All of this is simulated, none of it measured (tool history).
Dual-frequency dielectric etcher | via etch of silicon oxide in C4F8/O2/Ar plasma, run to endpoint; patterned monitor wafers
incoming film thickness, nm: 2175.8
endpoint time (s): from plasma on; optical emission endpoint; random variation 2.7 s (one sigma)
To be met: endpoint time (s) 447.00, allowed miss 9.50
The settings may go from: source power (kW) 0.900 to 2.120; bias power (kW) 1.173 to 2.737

run	day	source power (kW)	bias power (kW)	endpoint time (s)
1	0.000	1.510	1.955	506.07
2	0.271	1.510	1.798	511.77
3	0.629	1.670	1.858	490.75
4	0.933	1.670	2.155	471.17
# day 0.979: bias power generator calibrated
5	0.979	1.670	1.967	471.41
6	1.238	1.710	1.978	468.19
7	1.396	1.750	1.989	461.86
8	1.500	1.780	1.997	463.39
9	1.650	1.820	2.010	458.98

4 next moves are on the table. One of them brings every result within its allowed miss. Which?
A	1.800	2.110	2.028	?
B	1.800	1.630	2.484	?
C	1.800	2.120	2.127	?
D	1.800	1.670	1.921	?

move	endpoint time (s)
A	429.61
B	447.21
C	422.70
D	479.50
A: takes the result that was furthest off past its target
B: meets every target
C: takes the result that was furthest off past its target
D: further off than the last run
Answer: B
